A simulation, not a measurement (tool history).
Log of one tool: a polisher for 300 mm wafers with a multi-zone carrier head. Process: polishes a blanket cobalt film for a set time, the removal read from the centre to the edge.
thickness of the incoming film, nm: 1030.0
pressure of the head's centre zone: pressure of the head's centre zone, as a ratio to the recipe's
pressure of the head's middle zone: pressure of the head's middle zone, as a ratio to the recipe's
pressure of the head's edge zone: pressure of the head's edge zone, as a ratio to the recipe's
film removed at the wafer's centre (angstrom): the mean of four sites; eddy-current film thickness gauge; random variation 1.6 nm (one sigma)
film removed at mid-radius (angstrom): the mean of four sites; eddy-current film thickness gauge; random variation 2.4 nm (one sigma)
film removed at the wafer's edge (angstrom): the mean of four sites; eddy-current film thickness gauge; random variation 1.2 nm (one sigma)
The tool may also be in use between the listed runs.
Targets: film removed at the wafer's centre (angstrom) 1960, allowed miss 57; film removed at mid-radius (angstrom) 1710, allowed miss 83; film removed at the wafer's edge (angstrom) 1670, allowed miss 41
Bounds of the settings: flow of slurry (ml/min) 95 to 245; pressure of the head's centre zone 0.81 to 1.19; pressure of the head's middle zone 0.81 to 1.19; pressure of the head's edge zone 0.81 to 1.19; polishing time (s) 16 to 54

run  hour  flow of slurry (ml/min)  pressure of the head's centre zone  pressure of the head's middle zone  pressure of the head's edge zone  polishing time (s)  film removed at the wafer's centre (angstrom)  film removed at mid-radius (angstrom)  film removed at the wafer's edge (angstrom)
  1     0                      155                                   1                                   1                                 1                  35                                           1594                                   1611                                       1578.8
  2   5.6                      155                                   1                                   1                                 1                  39                                         1788.5                                 1808.2                                       1767.9
  3  11.9                      155                                1.04                                   1                                 1                  39                                         1831.3                                   1791                                       1771.8
  4    16                      155                                1.04                                   1                                 1                  44                                         2083.3                                 2015.1                                       1991.5
  5  20.4                      145                                1.06                                0.98                              0.94                  43                                         2045.8                                 1903.2                                       1892.2
  6  28.3                      145                                1.06                                0.98                              0.94                  38                                         1797.8                                 1715.1                                       1672.7
  7  31.3                      155                                1.08                                0.97                              0.93                  38                                         1871.1                                 1746.2                                       1676.7
  8  32.8                      160                                1.09                                0.95                              0.93                  38                                         1885.8                                 1689.7                                       1687.3

Which of these 4 next moves meets every target?
  A  34.3                      185                                1.13                                0.97                              0.93                  37                                              ?                                      ?                                            ?
  B  34.3                      160                                1.05                                0.93                              0.91                  37                                              ?                                      ?                                            ?
  C  34.3                      175                                1.06                                1.05                              0.84                  39                                              ?                                      ?                                            ?
  D  34.3                      140                                1.05                                0.93                               0.9                  39                                              ?                                      ?                                            ?

move  film removed at the wafer's centre (angstrom)  film removed at mid-radius (angstrom)  film removed at the wafer's edge (angstrom)
   A                                         1977.1                                   1750                                       1677.4
   B                                         1782.4                                 1649.8                                       1629.7
   C                                         1934.2                                 1947.1                                       1674.5
   D                                         1819.6                                 1690.2                                       1674.5
A: meets every target
B: further off than the last run
C: brings the result that was furthest off to its target, and leaves another outside
D: further off than the last run
Move A is the one to make.
